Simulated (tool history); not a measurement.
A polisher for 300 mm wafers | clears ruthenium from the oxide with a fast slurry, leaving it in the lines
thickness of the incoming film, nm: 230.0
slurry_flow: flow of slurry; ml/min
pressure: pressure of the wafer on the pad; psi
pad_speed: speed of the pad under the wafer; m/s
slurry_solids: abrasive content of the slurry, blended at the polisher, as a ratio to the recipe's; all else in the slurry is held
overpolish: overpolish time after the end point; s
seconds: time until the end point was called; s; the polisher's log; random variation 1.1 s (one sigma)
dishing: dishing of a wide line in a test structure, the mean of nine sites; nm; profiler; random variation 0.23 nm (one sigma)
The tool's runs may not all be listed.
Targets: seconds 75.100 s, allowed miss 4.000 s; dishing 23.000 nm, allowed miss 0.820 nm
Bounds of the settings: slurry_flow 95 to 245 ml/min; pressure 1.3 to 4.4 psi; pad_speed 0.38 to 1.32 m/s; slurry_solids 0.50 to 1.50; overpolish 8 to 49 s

run	day	slurry_flow	pressure	pad_speed	slurry_solids	overpolish	seconds	dishing
1	0.000	155	2.8	0.84	1.00	25	58.722	71.966
2	0.033	175	2.8	0.84	1.00	25	59.406	71.855
3	0.346	200	2.8	0.84	1.00	25	57.886	71.473
4	0.708	215	2.6	0.74	1.00	20	69.141	54.750
5	0.962	215	2.6	0.74	1.00	25	67.326	64.553
6	1.283	215	2.6	0.74	1.00	35	67.854	80.273
7	1.579	225	2.4	0.64	1.15	27	78.388	61.428
8	1.750	180	2.6	0.74	0.90	15	75.823	39.287
9	1.975	155	2.9	0.70	0.80	13	82.841	32.790
10	2.338	160	3.4	0.66	0.70	11	85.504	27.903
11	2.475	160	3.7	0.66	0.65	10	84.982	24.436
12	2.529	160	3.9	0.66	0.65	10	79.778	26.413
13	2.754	170	4.1	0.66	0.60	9	87.093	22.560

Which of these 4 next moves meets every target?
A	2.979	210	4.2	0.48	0.75	8	?	?
B	2.979	125	3.6	0.74	0.65	8	?	?
C	2.979	180	4.1	0.78	0.55	8	?	?
D	2.979	135	4.2	0.54	0.80	8	?	?

move	seconds	dishing
A	82.908	21.292
B	82.451	21.400
C	83.225	21.217
D	75.009	23.336
A: nearer than the last run, and not there yet
B: nearer than the last run, and not there yet
C: nearer than the last run, and not there yet
D: meets every target
Move D is the one to make.

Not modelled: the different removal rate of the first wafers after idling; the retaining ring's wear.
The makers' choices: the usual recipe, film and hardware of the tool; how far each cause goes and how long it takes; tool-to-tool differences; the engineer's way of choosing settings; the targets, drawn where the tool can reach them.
